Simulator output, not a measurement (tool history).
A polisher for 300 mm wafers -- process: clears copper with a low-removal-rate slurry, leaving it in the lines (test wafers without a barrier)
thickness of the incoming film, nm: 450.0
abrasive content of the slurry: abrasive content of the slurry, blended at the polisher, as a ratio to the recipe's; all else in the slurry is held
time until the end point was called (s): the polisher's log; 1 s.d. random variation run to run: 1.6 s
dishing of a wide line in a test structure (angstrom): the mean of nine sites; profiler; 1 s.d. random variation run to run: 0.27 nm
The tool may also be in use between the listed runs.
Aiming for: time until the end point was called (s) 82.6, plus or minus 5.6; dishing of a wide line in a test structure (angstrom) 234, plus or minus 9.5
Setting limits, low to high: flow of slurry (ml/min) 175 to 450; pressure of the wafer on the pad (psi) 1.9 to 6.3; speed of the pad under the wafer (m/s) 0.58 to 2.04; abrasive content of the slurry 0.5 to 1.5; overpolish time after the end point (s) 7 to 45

run	day	flow of slurry (ml/min)	pressure of the wafer on the pad (psi)	speed of the pad under the wafer (m/s)	abrasive content of the slurry	overpolish time after the end point (s)	time until the end point was called (s)	dishing of a wide line in a test structure (angstrom)
1	0	290	4.1	1.3	1	23	70.164	622.88
2	0.371	295	3.4	1.3	1	18	80.559	489.76
3	0.488	295	3.4	1.3	1	24	81.913	586.94
4	0.538	255	2.9	1.3	1	18	98.354	427.57
5	0.742	255	2.9	1.3	0.85	18	99.565	426.68
6	1.021	230	2.6	1.38	0.95	14	102.82	346.56
7	1.192	210	2.4	1.52	1.15	12	96.271	312.78
8	1.217	200	2.2	1.62	1.25	10	94.123	272.38
9	1.275	190	2.1	1.7	1.3	9	94.821	249.21
10	1.529	190	2.1	1.76	1.35	8	92.106	231.03
11	1.683	190	2.2	1.78	1.35	8	86.475	244.84
12	2.054	190	2.2	1.8	1.4	8	86.366	244.43
13	2.375	190	2.2	1.82	1.4	8	85.994	253.07
14	2.704	245	1.9	1.82	1.5	7	87.244	213.31
15	3.004	245	2	1.82	1.5	7	88.709	220.4

Exercise: of the 4 proposed moves below, exactly one satisfies all targets within the stated allowed misses. Which move is it?
A	3.304	315	2.4	1.82	1.45	7	?	?
B	3.304	275	2.1	1.68	1.45	7	?	?
C	3.304	200	2.2	1.86	1.5	7	?	?
D	3.304	260	1.9	1.82	1.45	7	?	?

move	time until the end point was called (s)	dishing of a wide line in a test structure (angstrom)
A	74.841	254.82
B	89.728	217.57
C	82.286	234.61
D	90.934	214.53
A: pushes the last run's worst result past its target
B: its largest miss is bigger than the last run's
C: every result within its allowed miss
D: its largest miss is bigger than the last run's
The right move is C.

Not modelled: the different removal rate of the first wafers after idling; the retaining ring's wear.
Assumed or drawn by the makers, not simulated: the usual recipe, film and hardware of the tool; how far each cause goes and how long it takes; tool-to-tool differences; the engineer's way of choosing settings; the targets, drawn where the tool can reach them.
